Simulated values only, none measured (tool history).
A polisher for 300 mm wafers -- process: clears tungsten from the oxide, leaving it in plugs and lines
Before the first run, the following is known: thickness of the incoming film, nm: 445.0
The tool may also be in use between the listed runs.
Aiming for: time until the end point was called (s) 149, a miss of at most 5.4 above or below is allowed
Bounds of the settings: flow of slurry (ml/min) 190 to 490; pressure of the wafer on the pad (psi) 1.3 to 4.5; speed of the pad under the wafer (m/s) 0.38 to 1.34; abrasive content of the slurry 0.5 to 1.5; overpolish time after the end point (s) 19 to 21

run,day,flow of slurry (ml/min),pressure of the wafer on the pad (psi),speed of the pad under the wafer (m/s),abrasive content of the slurry,overpolish time after the end point (s),time until the end point was called (s)
1,0,315,2.9,0.86,1,19,170.47
2,0.308,315,3,0.86,1,19,167.25
3,0.421,315,3.1,0.86,1,19,160.51
4,0.771,315,3.1,0.86,1.1,19,161.32
5,1.021,255,3.1,0.86,1.1,19,162.27
6,1.108,255,3.1,0.86,0.9,19,168.38
7,1.342,260,3.2,0.86,0.9,19,162.51
8,1.55,265,3.3,0.86,0.9,19,157.84

4 next moves are on the table. One of them brings every result within its allowed miss. Which?
A,1.758,280,3.2,1,1,19,?
B,1.758,260,3.3,1.02,0.9,20,?
C,1.758,255,3,1.08,0.9,21,?
D,1.758,275,3.8,0.78,0.9,20,?

move,time until the end point was called (s)
A,135.56
B,132.69
C,137.95
D,149.24
A: carries the result that was furthest off beyond its target, to the other side
B: carries the result that was furthest off beyond its target, to the other side
C: carries the result that was furthest off beyond its target, to the other side
D: all results land within tolerance of their targets
D is the move that brings every result within its allowed miss.
